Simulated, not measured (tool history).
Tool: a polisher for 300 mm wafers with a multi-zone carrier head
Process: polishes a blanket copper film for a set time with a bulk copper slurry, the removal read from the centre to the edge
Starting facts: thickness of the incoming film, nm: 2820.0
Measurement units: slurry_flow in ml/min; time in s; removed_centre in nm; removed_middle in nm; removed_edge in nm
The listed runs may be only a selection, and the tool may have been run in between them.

| run | day | slurry_flow | centre_zone | middle_zone | edge_zone | slurry_solids | time | removed_centre | removed_middle | removed_edge |
|---|---|---|---|---|---|---|---|---|---|---|
| 1 | 0.000 | 145 | 1.00 | 1.00 | 1.00 | 1.00 | 65 | 407.58 | 416.26 | 418.85 |
| 2 | 0.258 | 145 | 1.00 | 1.06 | 1.00 | 1.00 | 65 | 406.04 | 433.20 | 417.38 |
| 3 | 0.462 | 165 | 1.00 | 1.06 | 1.00 | 1.00 | 65 | 417.09 | 446.40 | 423.14 |
| 4 | 0.792 | 170 | 1.03 | 1.07 | 1.05 | 1.15 | 66 | 452.65 | 476.68 | 459.65 |
| 5 | 1.133 | 180 | 1.05 | 1.08 | 1.09 | 1.25 | 66 | 486.29 | 494.83 | 474.44 |
| 6 | 1.312 | 180 | 1.05 | 1.08 | 1.09 | 1.10 | 66 | 463.01 | 481.83 | 461.34 |
| 7 | 1.350 | 205 | 1.06 | 1.09 | 1.19 | 1.35 | 68 | 524.29 | 529.41 | 534.14 |

What will run 8 give?
| 8 | 1.408 | 210 | 1.06 | 1.09 | 1.19 | 1.35 | 68 | ? | ? | ? |

removed_centre: 518.22 nm
removed_middle: 534.35 nm
removed_edge: 527.36 nm

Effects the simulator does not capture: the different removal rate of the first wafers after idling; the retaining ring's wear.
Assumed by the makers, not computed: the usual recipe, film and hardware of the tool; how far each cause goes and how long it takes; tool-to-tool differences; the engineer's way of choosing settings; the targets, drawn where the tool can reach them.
